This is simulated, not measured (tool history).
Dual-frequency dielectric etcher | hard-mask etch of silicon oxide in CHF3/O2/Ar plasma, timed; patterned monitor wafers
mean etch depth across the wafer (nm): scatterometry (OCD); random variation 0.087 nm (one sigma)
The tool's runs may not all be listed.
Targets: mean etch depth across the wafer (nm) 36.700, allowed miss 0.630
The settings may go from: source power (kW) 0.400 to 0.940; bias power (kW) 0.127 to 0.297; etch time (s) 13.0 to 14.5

run	day	source power (kW)	bias power (kW)	etch time (s)	mean etch depth across the wafer (nm)
1	0.000	0.670	0.212	14.5	33.968
2	0.133	0.700	0.213	14.5	34.440
3	0.196	0.580	0.213	14.5	32.793
4	0.238	0.630	0.217	14.5	33.977
5	0.525	0.670	0.219	14.5	34.565
6	0.892	0.670	0.219	14.5	34.558
7	1.088	0.700	0.221	14.5	35.029
8	1.288	0.720	0.222	14.5	35.491
9	1.458	0.730	0.223	14.5	35.687
10	1.588	0.740	0.224	14.5	35.898

Which of these 5 next moves meets every target?
A	1.717	0.760	0.209	14.0	?
B	1.717	0.780	0.212	14.5	?
C	1.717	0.770	0.232	14.5	?
D	1.717	0.650	0.233	14.5	?
E	1.717	0.660	0.230	14.5	?

move	mean etch depth across the wafer (nm)
A	33.684
B	35.371
C	36.763
D	35.227
E	35.151
A: further off than the last run
B: further off than the last run
C: meets every target
D: further off than the last run
E: further off than the last run
The right move is C.

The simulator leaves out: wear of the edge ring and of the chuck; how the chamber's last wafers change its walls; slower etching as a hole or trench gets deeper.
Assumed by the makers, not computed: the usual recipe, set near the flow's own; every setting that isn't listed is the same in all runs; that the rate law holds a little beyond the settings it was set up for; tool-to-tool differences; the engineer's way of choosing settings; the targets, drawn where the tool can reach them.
